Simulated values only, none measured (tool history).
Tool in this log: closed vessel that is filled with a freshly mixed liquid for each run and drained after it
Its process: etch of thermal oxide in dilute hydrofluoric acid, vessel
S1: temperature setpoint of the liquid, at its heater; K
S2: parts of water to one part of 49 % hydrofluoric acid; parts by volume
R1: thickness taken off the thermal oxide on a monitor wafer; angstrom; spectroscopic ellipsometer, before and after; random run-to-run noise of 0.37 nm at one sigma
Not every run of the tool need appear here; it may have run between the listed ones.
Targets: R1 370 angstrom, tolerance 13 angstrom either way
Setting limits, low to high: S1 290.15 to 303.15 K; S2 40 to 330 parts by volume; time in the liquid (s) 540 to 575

Run 1, day 0: S1 295.15 K, S2 185 parts by volume, time in the liquid (s) 540. Result: R1 97.116 angstrom.
Run 2, day 0.108: S1 295.15 K, S2 185 parts by volume, time in the liquid (s) 540. Result: R1 97.104 angstrom.
Run 3, day 0.462: S1 295.15 K, S2 185 parts by volume, time in the liquid (s) 575. Result: R1 105.53 angstrom.
Run 4, day 0.604: S1 295.15 K, S2 130 parts by volume, time in the liquid (s) 575. Result: R1 156.96 angstrom.
Run 5, day 0.888: S1 292.15 K, S2 130 parts by volume, time in the liquid (s) 575. Result: R1 139.42 angstrom.
Run 6, day 1.112: S1 293.65 K, S2 115 parts by volume, time in the liquid (s) 575. Result: R1 168.83 angstrom.
Run 7, day 1.312: S1 294.65 K, S2 105 parts by volume, time in the liquid (s) 575. Result: R1 197.36 angstrom.
Run 8, day 1.433: S1 295.65 K, S2 100 parts by volume, time in the liquid (s) 575. Result: R1 219.56 angstrom.
Run 9, day 1.538: S1 296.65 K, S2 100 parts by volume, time in the liquid (s) 575. Result: R1 227.54 angstrom.
Run 10, day 1.908: S1 297.65 K, S2 95 parts by volume, time in the liquid (s) 575. Result: R1 249.94 angstrom.

Of the 4 settings listed for the next run, only one would bring every result within its allowed miss of target. Which one?
Run A, day 2.279: S1 294.65 K, S2 115 parts by volume, time in the liquid (s) 540. Result: R1 ?.
Run B, day 2.279: S1 295.15 K, S2 60 parts by volume, time in the liquid (s) 575. Result: R1 ?.
Run C, day 2.279: S1 298.15 K, S2 75 parts by volume, time in the liquid (s) 575. Result: R1 ?.
Run D, day 2.279: S1 297.15 K, S2 60 parts by volume, time in the liquid (s) 575. Result: R1 ?.

move      R1
   A  167.67
   B  372.82
   C  330.65
   D  404.81
A: the biggest miss grows against the last run
B: each result inside its tolerance
C: gains on the last run, yet a result remains outside its allowed miss
D: takes the result that was furthest off past its target
So the answer is move B, the one that meets all the targets.
